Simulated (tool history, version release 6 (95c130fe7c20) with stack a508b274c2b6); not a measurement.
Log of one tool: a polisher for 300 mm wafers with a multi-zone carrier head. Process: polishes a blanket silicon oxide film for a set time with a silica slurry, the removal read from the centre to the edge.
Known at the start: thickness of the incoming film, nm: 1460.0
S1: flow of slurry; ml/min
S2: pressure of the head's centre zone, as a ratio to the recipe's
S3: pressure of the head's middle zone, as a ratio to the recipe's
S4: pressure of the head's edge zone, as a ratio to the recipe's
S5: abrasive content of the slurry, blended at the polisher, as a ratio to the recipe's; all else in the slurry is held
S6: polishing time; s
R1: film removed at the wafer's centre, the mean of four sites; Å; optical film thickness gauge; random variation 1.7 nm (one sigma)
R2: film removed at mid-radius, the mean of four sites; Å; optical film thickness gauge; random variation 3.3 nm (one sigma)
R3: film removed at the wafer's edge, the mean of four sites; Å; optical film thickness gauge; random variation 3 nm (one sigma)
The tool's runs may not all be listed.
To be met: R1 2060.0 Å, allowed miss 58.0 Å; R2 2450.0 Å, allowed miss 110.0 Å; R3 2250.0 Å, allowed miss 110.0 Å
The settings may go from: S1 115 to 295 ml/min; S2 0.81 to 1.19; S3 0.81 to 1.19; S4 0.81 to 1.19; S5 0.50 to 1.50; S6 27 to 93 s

{"run": 1, "hour": 0.0, "S1": 190, "S2": 1.0, "S3": 1.0, "S4": 1.0, "S5": 1.0, "S6": 59, "R1": 1729.3, "R2": 1674.8, "R3": 1688.1}
{"run": 2, "hour": 2.1, "S1": 190, "S2": 1.0, "S3": 1.0, "S4": 1.0, "S5": 0.95, "S6": 59, "R1": 1708.8, "R2": 1704.4, "R3": 1659.7}
{"run": 3, "hour": 11.0, "S1": 215, "S2": 1.0, "S3": 1.0, "S4": 1.0, "S5": 0.95, "S6": 59, "R1": 1717.0, "R2": 1690.3, "R3": 1697.3}
{"run": 4, "hour": 12.3, "S1": 215, "S2": 1.0, "S3": 1.0, "S4": 1.0, "S5": 0.95, "S6": 51, "R1": 1492.9, "R2": 1483.3, "R3": 1463.5}
{"run": 5, "hour": 13.5, "S1": 215, "S2": 1.0, "S3": 1.0, "S4": 1.09, "S5": 0.95, "S6": 51, "R1": 1490.9, "R2": 1477.4, "R3": 1512.5}
{"run": 6, "hour": 18.0, "S1": 235, "S2": 1.0, "S3": 1.0, "S4": 1.09, "S5": 0.95, "S6": 51, "R1": 1519.3, "R2": 1521.2, "R3": 1500.2}
{"run": 7, "hour": 18.7, "S1": 220, "S2": 0.97, "S3": 1.04, "S4": 1.1, "S5": 1.1, "S6": 54, "R1": 1634.0, "R2": 1726.3, "R3": 1711.7}
{"run": 8, "hour": 27.5, "S1": 225, "S2": 0.96, "S3": 1.08, "S4": 1.11, "S5": 1.25, "S6": 55, "R1": 1727.1, "R2": 1841.6, "R3": 1789.2}
{"run": 9, "hour": 30.9, "S1": 225, "S2": 0.94, "S3": 1.11, "S4": 1.12, "S5": 1.35, "S6": 58, "R1": 1845.3, "R2": 1999.2, "R3": 1998.5}
{"run": 10, "hour": 31.6, "S1": 245, "S2": 0.92, "S3": 1.14, "S4": 1.09, "S5": 1.4, "S6": 60, "R1": 1884.2, "R2": 2231.0, "R3": 2115.1}
{"run": 11, "hour": 33.6, "S1": 255, "S2": 0.93, "S3": 1.15, "S4": 1.09, "S5": 1.45, "S6": 60, "R1": 1959.0, "R2": 2280.9, "R3": 2120.3}
{"run": 12, "hour": 37.2, "S1": 255, "S2": 0.93, "S3": 1.16, "S4": 1.1, "S5": 1.45, "S6": 61, "R1": 1985.4, "R2": 2327.1, "R3": 2164.3}

4 next moves are on the table. One of them brings every result within its allowed miss. Which?
{"run": "A", "hour": 40.8, "S1": 260, "S2": 0.91, "S3": 1.15, "S4": 1.09, "S5": 1.5, "S6": 64, "R1": "?", "R2": "?", "R3": "?"}
{"run": "B", "hour": 40.8, "S1": 250, "S2": 0.92, "S3": 1.16, "S4": 1.11, "S5": 1.45, "S6": 59, "R1": "?", "R2": "?", "R3": "?"}
{"run": "C", "hour": 40.8, "S1": 270, "S2": 0.87, "S3": 1.19, "S4": 0.99, "S5": 1.35, "S6": 64, "R1": "?", "R2": "?", "R3": "?"}
{"run": "D", "hour": 40.8, "S1": 235, "S2": 0.92, "S3": 1.19, "S4": 1.1, "S5": 1.4, "S6": 60, "R1": "?", "R2": "?", "R3": "?"}

move=A R1=2085.6 R2=2479.3 R3=2282.0
move=B R1=1909.8 R2=2264.7 R3=2092.5
move=C R1=1949.7 R2=2469.5 R3=2109.2
move=D R1=1903.8 R2=2302.9 R3=2081.1
A: meets every target
B: further off than the last run
C: further off than the last run
D: further off than the last run
Answer: A
